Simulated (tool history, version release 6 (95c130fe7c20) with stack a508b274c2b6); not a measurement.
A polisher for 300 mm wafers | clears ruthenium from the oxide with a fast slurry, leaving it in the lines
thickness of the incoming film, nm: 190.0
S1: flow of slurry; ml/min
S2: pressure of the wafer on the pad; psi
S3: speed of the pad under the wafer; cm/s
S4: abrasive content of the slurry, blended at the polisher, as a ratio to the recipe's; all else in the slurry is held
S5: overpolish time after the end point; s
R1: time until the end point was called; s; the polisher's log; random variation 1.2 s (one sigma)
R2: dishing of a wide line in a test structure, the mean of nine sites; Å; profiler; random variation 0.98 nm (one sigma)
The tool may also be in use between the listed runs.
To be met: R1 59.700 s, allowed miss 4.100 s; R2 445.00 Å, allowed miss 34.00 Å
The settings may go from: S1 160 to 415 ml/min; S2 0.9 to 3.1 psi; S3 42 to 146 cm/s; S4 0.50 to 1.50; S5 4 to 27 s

| run | day | S1 | S2 | S3 | S4 | S5 | R1 | R2 |
|---|---|---|---|---|---|---|---|---|
| 1 | 0.000 | 265 | 2.0 | 94 | 1.00 | 14 | 70.010 | 306.57 |
| 2 | 0.308 | 220 | 2.0 | 94 | 1.00 | 14 | 69.709 | 296.39 |
| 3 | 0.671 | 220 | 1.5 | 94 | 1.00 | 14 | 87.149 | 230.13 |
| 4 | 0.817 | 220 | 1.6 | 94 | 1.00 | 15 | 79.568 | 267.33 |
| 5 | 0.942 | 220 | 1.6 | 94 | 1.00 | 10 | 82.739 | 176.93 |
| 6 | 1.238 | 220 | 1.7 | 94 | 1.00 | 11 | 78.785 | 203.60 |
| 7 | 1.508 | 220 | 1.8 | 94 | 1.00 | 12 | 77.850 | 233.91 |
| 8 | 1.792 | 220 | 1.9 | 94 | 1.00 | 13 | 72.460 | 256.47 |
| 9 | 2.138 | 225 | 2.0 | 94 | 1.00 | 14 | 66.641 | 303.19 |
| 10 | 2.404 | 225 | 2.2 | 94 | 1.00 | 19 | 66.150 | 413.54 |

4 next moves are on the table. One of them brings every result within its allowed miss. Which?
| A | 2.671 | 305 | 2.2 | 96 | 0.80 | 24 | ? | ? |
| B | 2.671 | 160 | 2.2 | 110 | 1.00 | 19 | ? | ? |
| C | 2.671 | 270 | 2.2 | 80 | 0.95 | 22 | ? | ? |
| D | 2.671 | 255 | 2.2 | 88 | 0.95 | 24 | ? | ? |

| move | R1 | R2 |
|---|---|---|
| A | 71.274 | 468.41 |
| B | 59.141 | 449.21 |
| C | 72.773 | 425.40 |
| D | 68.225 | 486.89 |
A: further off than the last run
B: meets every target
C: further off than the last run
D: further off than the last run
Answer: B
